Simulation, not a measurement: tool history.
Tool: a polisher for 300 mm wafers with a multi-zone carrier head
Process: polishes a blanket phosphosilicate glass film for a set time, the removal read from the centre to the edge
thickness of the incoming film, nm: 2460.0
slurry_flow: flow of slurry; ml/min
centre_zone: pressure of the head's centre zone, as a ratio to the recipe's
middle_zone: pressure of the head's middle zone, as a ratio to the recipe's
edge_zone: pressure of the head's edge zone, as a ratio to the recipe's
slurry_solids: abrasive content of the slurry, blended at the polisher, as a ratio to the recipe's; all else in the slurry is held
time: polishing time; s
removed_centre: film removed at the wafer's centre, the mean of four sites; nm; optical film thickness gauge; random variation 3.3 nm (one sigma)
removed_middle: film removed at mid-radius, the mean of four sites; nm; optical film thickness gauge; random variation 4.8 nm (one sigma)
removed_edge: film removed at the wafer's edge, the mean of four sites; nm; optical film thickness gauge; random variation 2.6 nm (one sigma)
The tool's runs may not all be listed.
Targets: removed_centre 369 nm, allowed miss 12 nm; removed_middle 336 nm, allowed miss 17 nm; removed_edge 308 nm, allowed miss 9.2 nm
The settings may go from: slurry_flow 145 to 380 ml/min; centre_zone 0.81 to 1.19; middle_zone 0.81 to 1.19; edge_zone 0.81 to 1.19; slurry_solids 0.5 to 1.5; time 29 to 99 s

run 1 day=0 | slurry_flow=245 centre_zone=1 middle_zone=1 edge_zone=1 slurry_solids=1 time=64 | removed_centre=402.88 removed_middle=386.71 removed_edge=391.3
run 2 day=0.058 | slurry_flow=220 centre_zone=1 middle_zone=1 edge_zone=1 slurry_solids=1 time=64 | removed_centre=397.69 removed_middle=381.65 removed_edge=376.03
run 3 day=0.162 | slurry_flow=200 centre_zone=1.01 middle_zone=0.99 edge_zone=0.96 slurry_solids=0.95 time=64 | removed_centre=379.36 removed_middle=374.47 removed_edge=359.33
run 4 day=0.479 | slurry_flow=200 centre_zone=0.96 middle_zone=0.99 edge_zone=0.96 slurry_solids=0.95 time=64 | removed_centre=365.86 removed_middle=373.24 removed_edge=360.87
run 5 day=0.658 | slurry_flow=200 centre_zone=0.96 middle_zone=0.99 edge_zone=0.96 slurry_solids=0.95 time=74 | removed_centre=424.36 removed_middle=431.36 removed_edge=416.42
run 6 day=0.788 | slurry_flow=200 centre_zone=0.96 middle_zone=0.92 edge_zone=0.96 slurry_solids=0.95 time=74 | removed_centre=423.67 removed_middle=398.31 removed_edge=418.85
run 7 day=1.033 | slurry_flow=190 centre_zone=1 middle_zone=0.92 edge_zone=0.92 slurry_solids=0.8 time=74 | removed_centre=385.96 removed_middle=356.19 removed_edge=365.47
run 8 day=1.379 | slurry_flow=185 centre_zone=1.03 middle_zone=0.93 edge_zone=0.88 slurry_solids=0.75 time=74 | removed_centre=377.9 removed_middle=341.47 removed_edge=342.36
run 9 day=1.646 | slurry_flow=180 centre_zone=1.05 middle_zone=0.95 edge_zone=0.86 slurry_solids=0.75 time=74 | removed_centre=382.38 removed_middle=347.73 removed_edge=335.51
run 10 day=1.717 | slurry_flow=175 centre_zone=1.06 middle_zone=0.96 edge_zone=0.84 slurry_solids=0.75 time=74 | removed_centre=381.58 removed_middle=352.91 removed_edge=329.77
run 11 day=1.962 | slurry_flow=170 centre_zone=1.07 middle_zone=0.96 edge_zone=0.83 slurry_solids=0.75 time=74 | removed_centre=382.27 removed_middle=348.73 removed_edge=324.13
run 12 day=2.092 | slurry_flow=165 centre_zone=1.07 middle_zone=0.96 edge_zone=0.82 slurry_solids=0.75 time=74 | removed_centre=378.39 removed_middle=343.59 removed_edge=325.27

4 next moves are on the table. One of them brings every result within its allowed miss. Which?
run A day=2.221 | slurry_flow=200 centre_zone=1.07 middle_zone=1.16 edge_zone=0.81 slurry_solids=0.75 time=69 | removed_centre=? removed_middle=? removed_edge=?
run B day=2.221 | slurry_flow=195 centre_zone=1.08 middle_zone=0.97 edge_zone=0.81 slurry_solids=0.8 time=66 | removed_centre=? removed_middle=? removed_edge=?
run C day=2.221 | slurry_flow=160 centre_zone=1.08 middle_zone=0.96 edge_zone=0.87 slurry_solids=0.7 time=76 | removed_centre=? removed_middle=? removed_edge=?
run D day=2.221 | slurry_flow=145 centre_zone=1.01 middle_zone=1.12 edge_zone=0.83 slurry_solids=0.9 time=63 | removed_centre=? removed_middle=? removed_edge=?

move=A removed_centre=371.36 removed_middle=388.79 removed_edge=314.51
move=B removed_centre=372.49 removed_middle=332.89 removed_edge=314.76
move=C removed_centre=372.38 removed_middle=331.44 removed_edge=328.84
move=D removed_centre=339.43 removed_middle=364.7 removed_edge=312.73
A: brings the result that was furthest off to its target, and leaves another outside
B: meets every target
C: further off than the last run
D: brings the result that was furthest off to its target, and leaves another outside
Move B is the one to make.

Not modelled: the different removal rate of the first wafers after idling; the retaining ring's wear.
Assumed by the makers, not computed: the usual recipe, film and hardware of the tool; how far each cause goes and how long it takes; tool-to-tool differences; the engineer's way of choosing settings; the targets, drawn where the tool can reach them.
